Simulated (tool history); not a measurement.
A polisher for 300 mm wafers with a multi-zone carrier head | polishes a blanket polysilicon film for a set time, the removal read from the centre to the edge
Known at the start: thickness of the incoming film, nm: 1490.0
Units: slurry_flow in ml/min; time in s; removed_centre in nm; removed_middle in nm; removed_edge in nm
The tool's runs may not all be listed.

run,hour,slurry_flow,centre_zone,middle_zone,edge_zone,time,removed_centre,removed_middle,removed_edge
1,0,310,1,1,1,40,306.15,294,297.89
2,8.3,310,1,1,0.94,40,296.93,300.67,297.71
3,10.3,310,1,1.07,0.94,40,306.43,319.93,291.55
4,13.7,310,1,1.03,0.94,40,301.57,303.88,292.13
5,14.7,310,0.97,1.03,0.94,40,294.43,317.12,289.22
6,23.3,260,0.97,1.03,0.94,40,287,302.18,290.18
7,24.7,265,0.98,1.05,0.94,42,309.27,321.83,301.88
8,26.9,275,0.98,1.06,0.95,44,320.51,347.52,320.62
9,29.8,280,1,1.08,0.95,45,331.69,354.69,327.43
10,38.4,290,1.02,1.1,0.95,46,349.56,370.79,332.94
11,45.6,295,1.03,1.11,0.96,47,360.73,376.04,344.78

Forecast run 12:
12,46.2,300,1.04,1.12,0.96,48,?,?,?

{"run 12": {"removed_centre": 376.67, "removed_middle": 399.07, "removed_edge": 353.97}}
